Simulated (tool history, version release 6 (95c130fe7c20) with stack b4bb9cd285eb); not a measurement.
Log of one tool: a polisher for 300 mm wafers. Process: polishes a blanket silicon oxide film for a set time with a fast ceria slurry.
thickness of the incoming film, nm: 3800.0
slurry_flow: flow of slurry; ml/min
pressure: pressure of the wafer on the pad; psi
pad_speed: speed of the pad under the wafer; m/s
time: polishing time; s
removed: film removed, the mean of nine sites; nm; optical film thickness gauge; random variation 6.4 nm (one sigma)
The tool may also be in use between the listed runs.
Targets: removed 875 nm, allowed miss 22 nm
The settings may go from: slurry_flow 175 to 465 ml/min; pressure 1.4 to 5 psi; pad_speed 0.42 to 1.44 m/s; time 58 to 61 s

run 1 hour=0 | slurry_flow=295 pressure=3.2 pad_speed=0.92 time=58 | removed=767.94
run 2 hour=5.1 | slurry_flow=240 pressure=3.2 pad_speed=0.92 time=58 | removed=751.42
run 3 hour=7.4 | slurry_flow=240 pressure=3.2 pad_speed=0.78 time=58 | removed=650
run 4 hour=12.8 | slurry_flow=245 pressure=3.4 pad_speed=0.78 time=58 | removed=680.84
run 5 hour=21 | slurry_flow=245 pressure=3.4 pad_speed=0.78 time=61 | removed=724.12
run 6 hour=26.3 | slurry_flow=245 pressure=2.8 pad_speed=0.78 time=61 | removed=601.06
run 7 hour=28 | slurry_flow=250 pressure=3.1 pad_speed=0.78 time=61 | removed=655.73
run 8 hour=33.3 | slurry_flow=250 pressure=3.3 pad_speed=0.78 time=61 | removed=703.83
run 9 hour=41.9 | slurry_flow=255 pressure=3.5 pad_speed=0.78 time=61 | removed=748.7
run 10 hour=47.7 | slurry_flow=260 pressure=3.6 pad_speed=0.78 time=61 | removed=764.25
run 11 hour=55.1 | slurry_flow=260 pressure=3.7 pad_speed=0.78 time=61 | removed=784.72
run 12 hour=57.1 | slurry_flow=260 pressure=3.8 pad_speed=0.78 time=61 | removed=794.78

Which of these 4 next moves meets every target?
run A hour=59.1 | slurry_flow=240 pressure=3.8 pad_speed=0.8 time=61 | removed=?
run B hour=59.1 | slurry_flow=280 pressure=4.3 pad_speed=0.8 time=61 | removed=?
run C hour=59.1 | slurry_flow=215 pressure=4.2 pad_speed=0.84 time=61 | removed=?
run D hour=59.1 | slurry_flow=280 pressure=4.2 pad_speed=0.78 time=60 | removed=?

move=A removed=821.15
move=B removed=938.08
move=C removed=938.77
move=D removed=880.09
A: nearer than the last run, and not there yet
B: takes the result that was furthest off past its target
C: takes the result that was furthest off past its target
D: meets every target
The right move is D.

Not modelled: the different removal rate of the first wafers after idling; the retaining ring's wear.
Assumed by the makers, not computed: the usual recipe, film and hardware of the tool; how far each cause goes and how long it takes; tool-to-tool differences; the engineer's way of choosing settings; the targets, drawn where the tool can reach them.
